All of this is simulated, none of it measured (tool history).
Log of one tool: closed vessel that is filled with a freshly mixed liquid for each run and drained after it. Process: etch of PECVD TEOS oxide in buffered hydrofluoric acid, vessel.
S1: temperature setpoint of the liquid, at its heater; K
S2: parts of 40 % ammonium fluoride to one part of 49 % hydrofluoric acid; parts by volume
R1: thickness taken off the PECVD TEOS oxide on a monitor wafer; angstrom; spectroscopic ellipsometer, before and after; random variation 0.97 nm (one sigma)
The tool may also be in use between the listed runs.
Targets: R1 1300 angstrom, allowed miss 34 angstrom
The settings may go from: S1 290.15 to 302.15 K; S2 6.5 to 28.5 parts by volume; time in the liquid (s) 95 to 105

{"run": 1, "hour": 0.0, "S1": 294.15, "S2": 17.5, "time in the liquid (s)": 95, "R1": 538.22}
{"run": 2, "hour": 1.8, "S1": 294.15, "S2": 19.5, "time in the liquid (s)": 95, "R1": 477.17}
{"run": 3, "hour": 2.9, "S1": 296.15, "S2": 19.5, "time in the liquid (s)": 95, "R1": 536.6}
{"run": 4, "hour": 8.4, "S1": 299.15, "S2": 19.5, "time in the liquid (s)": 95, "R1": 633.78}
{"run": 5, "hour": 10.5, "S1": 299.15, "S2": 19.5, "time in the liquid (s)": 105, "R1": 697.78}
{"run": 6, "hour": 14.8, "S1": 299.15, "S2": 23, "time in the liquid (s)": 105, "R1": 622.68}
{"run": 7, "hour": 20.1, "S1": 299.65, "S2": 20, "time in the liquid (s)": 105, "R1": 706.56}
{"run": 8, "hour": 28.8, "S1": 300.15, "S2": 17.5, "time in the liquid (s)": 105, "R1": 822.8}
{"run": 9, "hour": 31.0, "S1": 300.65, "S2": 16, "time in the liquid (s)": 105, "R1": 911.35}
{"run": 10, "hour": 35.9, "S1": 301.15, "S2": 15, "time in the liquid (s)": 105, "R1": 1005.6}
{"run": 11, "hour": 43.0, "S1": 302.15, "S2": 11, "time in the liquid (s)": 105, "R1": 1428.6}

5 next moves are on the table. One of them brings every result within its allowed miss. Which?
{"run": "A", "hour": 50.1, "S1": 301.65, "S2": 11.5, "time in the liquid (s)": 95, "R1": "?"}
{"run": "B", "hour": 50.1, "S1": 302.15, "S2": 11.5, "time in the liquid (s)": 105, "R1": "?"}
{"run": "C", "hour": 50.1, "S1": 301.15, "S2": 11, "time in the liquid (s)": 95, "R1": "?"}
{"run": "D", "hour": 50.1, "S1": 302.15, "S2": 11.5, "time in the liquid (s)": 95, "R1": "?"}
{"run": "E", "hour": 50.1, "S1": 298.65, "S2": 9.5, "time in the liquid (s)": 100, "R1": "?"}

move=A R1=1217.7
move=B R1=1381.9
move=C R1=1238.3
move=D R1=1250.3
move=E R1=1291.9
A: takes the result that was furthest off past its target
B: nearer than the last run, and not there yet
C: takes the result that was furthest off past its target
D: takes the result that was furthest off past its target
E: meets every target
Move E is the one to make.
